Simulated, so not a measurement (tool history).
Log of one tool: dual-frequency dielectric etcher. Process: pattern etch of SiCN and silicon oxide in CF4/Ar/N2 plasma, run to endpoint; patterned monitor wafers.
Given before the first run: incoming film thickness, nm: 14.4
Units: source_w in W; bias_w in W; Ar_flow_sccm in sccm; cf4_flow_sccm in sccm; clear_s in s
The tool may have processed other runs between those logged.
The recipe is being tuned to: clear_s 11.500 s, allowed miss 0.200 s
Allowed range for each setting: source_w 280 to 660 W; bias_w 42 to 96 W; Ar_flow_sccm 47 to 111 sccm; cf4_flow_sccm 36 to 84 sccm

| run | hour | source_w | bias_w | Ar_flow_sccm | cf4_flow_sccm | clear_s |
|---|---|---|---|---|---|---|
| 1 | 0.0 | 470 | 69 | 79 | 60 | 14.736 |
| 2 | 2.2 | 470 | 62 | 79 | 60 | 15.224 |
| 3 | 6.5 | 530 | 62 | 79 | 60 | 13.721 |
| 4 | 11.0 | 530 | 62 | 69 | 60 | 13.456 |
| 5 | 16.4 | 530 | 62 | 69 | 66 | 13.253 |
| 6 | 22.0 | 530 | 62 | 60 | 66 | 12.949 |
| 7 | 24.1 | 550 | 62 | 60 | 66 | 12.571 |
| 8 | 31.6 | 560 | 62 | 60 | 66 | 12.389 |
| 9 | 39.3 | 570 | 62 | 60 | 66 | 12.137 |
| 10 | 45.2 | 580 | 62 | 60 | 66 | 12.084 |
| 11 | 49.5 | 590 | 62 | 60 | 66 | 11.788 |

Next run, 4 choices. One meets every target within its allowed miss, the rest don't. Which?
| A | 53.8 | 550 | 67 | 47 | 59 | ? |
| B | 53.8 | 530 | 72 | 61 | 79 | ? |
| C | 53.8 | 600 | 60 | 64 | 57 | ? |
| D | 53.8 | 600 | 66 | 68 | 72 | ? |

| move | clear_s |
|---|---|
| A | 12.125 |
| B | 12.195 |
| C | 12.176 |
| D | 11.525 |
A: lands further from the targets than the last run did
B: lands further from the targets than the last run did
C: lands further from the targets than the last run did
D: all results in spec
Correct choice: D, which meets every target
